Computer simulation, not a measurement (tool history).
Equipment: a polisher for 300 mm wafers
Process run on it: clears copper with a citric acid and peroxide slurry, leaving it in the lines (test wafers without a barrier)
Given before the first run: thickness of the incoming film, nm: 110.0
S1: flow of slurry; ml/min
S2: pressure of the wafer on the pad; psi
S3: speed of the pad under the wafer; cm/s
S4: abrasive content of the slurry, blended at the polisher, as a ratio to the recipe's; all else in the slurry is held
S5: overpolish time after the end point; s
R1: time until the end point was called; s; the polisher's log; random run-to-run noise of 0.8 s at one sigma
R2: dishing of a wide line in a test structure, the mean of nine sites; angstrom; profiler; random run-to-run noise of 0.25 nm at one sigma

run	hour	S1	S2	S3	S4	S5	R1	R2
1	0	270	2	98	1	28	78.602	261.33
2	6.5	310	2	98	1	28	76.573	259.98
3	12.9	305	1.9	98	1	27	78.818	240.35
4	14.7	265	1.9	98	1	27	79.894	245.32
5	15.4	265	1.9	76	1	27	101.79	193.85
6	20.5	265	1.9	58	1	27	130.34	154.41

What does the tool deliver on the next run?
7	27.7	265	2.2	58	1	26	?	?

R1: 120.63 s
R2: 162.99 angstrom

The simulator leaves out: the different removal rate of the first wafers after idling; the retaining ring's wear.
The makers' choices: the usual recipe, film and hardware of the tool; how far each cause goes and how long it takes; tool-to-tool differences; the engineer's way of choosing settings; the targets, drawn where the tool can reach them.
